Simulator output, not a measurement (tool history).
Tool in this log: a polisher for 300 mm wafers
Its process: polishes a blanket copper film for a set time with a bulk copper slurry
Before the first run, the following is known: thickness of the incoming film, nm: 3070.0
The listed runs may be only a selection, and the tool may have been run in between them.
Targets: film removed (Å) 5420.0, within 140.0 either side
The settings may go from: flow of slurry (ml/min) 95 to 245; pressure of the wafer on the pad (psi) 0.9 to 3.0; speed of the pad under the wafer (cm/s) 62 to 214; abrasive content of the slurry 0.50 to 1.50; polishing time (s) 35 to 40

run	hour	flow of slurry (ml/min)	pressure of the wafer on the pad (psi)	speed of the pad under the wafer (cm/s)	abrasive content of the slurry	polishing time (s)	film removed (Å)
1	0.0	155	1.9	138	1.00	40	3841.9
2	5.1	165	2.0	138	1.00	40	4056.3
3	11.0	165	2.0	162	1.00	40	4717.1
4	16.3	170	2.1	162	1.00	40	4978.8
5	20.7	170	2.5	162	1.00	40	5864.2
6	29.2	185	2.5	162	1.00	40	5957.6
7	30.3	180	2.5	162	1.00	40	5908.7
8	31.0	175	2.5	162	1.00	40	5975.4
9	37.1	175	2.4	162	1.00	40	5690.5
# hour 41.3: slurry blender recalibrated
10	41.3	170	2.3	162	1.00	40	5662.3
11	48.7	175	2.3	162	1.00	40	5709.1
12	53.6	170	2.3	162	1.00	40	5697.3
13	57.0	175	2.3	162	1.00	40	5742.1
14	65.1	170	2.3	162	1.00	40	5720.6
15	70.3	175	2.3	162	1.00	40	5726.1
16	75.7	175	2.3	162	1.00	40	5655.6
17	81.1	170	2.3	162	1.00	40	5750.1
18	84.6	175	2.3	162	1.00	40	5730.7
19	87.3	170	2.3	162	1.00	40	5703.5
20	91.5	175	2.3	162	1.00	40	5795.0

Consider the 4 candidate settings below. Which is the only one whose results all fall within their allowed miss of target?
A	95.7	195	2.3	172	1.15	40	?
B	95.7	165	2.2	164	0.95	40	?
C	95.7	190	2.2	184	0.95	40	?
D	95.7	170	2.3	182	1.00	37	?

move	film removed (Å)
A	6325.0
B	5405.2
C	6145.9
D	5866.1
A: its largest miss is bigger than the last run's
B: each result inside its tolerance
C: its largest miss is bigger than the last run's
D: its largest miss is bigger than the last run's
B is the move that brings every result within its allowed miss.
